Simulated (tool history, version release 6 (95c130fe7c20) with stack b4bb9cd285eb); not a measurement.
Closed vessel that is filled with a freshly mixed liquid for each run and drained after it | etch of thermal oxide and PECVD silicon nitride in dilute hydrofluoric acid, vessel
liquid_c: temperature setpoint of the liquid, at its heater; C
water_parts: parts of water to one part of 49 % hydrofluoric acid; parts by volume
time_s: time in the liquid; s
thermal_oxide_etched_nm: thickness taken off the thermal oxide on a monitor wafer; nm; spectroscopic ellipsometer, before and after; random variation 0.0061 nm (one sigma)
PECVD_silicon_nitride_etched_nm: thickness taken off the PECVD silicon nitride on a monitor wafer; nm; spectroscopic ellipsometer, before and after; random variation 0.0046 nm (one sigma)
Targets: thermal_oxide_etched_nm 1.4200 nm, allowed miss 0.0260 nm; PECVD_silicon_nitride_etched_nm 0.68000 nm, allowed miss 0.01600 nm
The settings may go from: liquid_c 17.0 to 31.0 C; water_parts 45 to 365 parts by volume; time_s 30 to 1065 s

run  hour  liquid_c  water_parts  time_s  thermal_oxide_etched_nm  PECVD_silicon_nitride_etched_nm
  1   0.0      23.0          205     545                  10.5720                          4.09830
  2   8.6      23.0          205     635                  12.4230                          4.81370
  3  15.6      22.5          235     530                   8.5754                          3.40350
  4  17.1      22.5          235     370                   5.9462                          2.35410
  5  21.9      24.0          235     370                   6.3432                          2.60260
  6  28.5      25.5          235     370                   6.6724                          2.87310
  7  32.0      25.0          260     310                   4.8163                          2.12510
  8  40.3      24.5          280     270                   3.7502                          1.66580
  9  46.3      24.0          295     245                   3.1430                          1.36710
 10  53.7      24.0          305     220                   2.7014                          1.17810
 11  60.3      24.0          315     200                   2.3503                          1.05920
 12  66.0      23.0          365     120                   1.1189                          0.51979
 13  68.6      23.5          365     115                   1.0925                          0.50790

4 next moves are on the table. One of them brings every result within its allowed miss. Which?
  A  71.2      26.5          360     125                        ?                                ?
  B  71.2      18.0          265     135                        ?                                ?
  C  71.2      23.5          330     155                        ?                                ?
  D  71.2      24.5          365     145                        ?                                ?

move  thermal_oxide_etched_nm  PECVD_silicon_nitride_etched_nm
   A                   1.3437                          0.66133
   B                   1.5952                          0.56984
   C                   1.6920                          0.74812
   D                   1.4327                          0.67257
A: nearer than the last run, and not there yet
B: takes the result that was furthest off past its target
C: takes the result that was furthest off past its target
D: meets every target
Answer: D
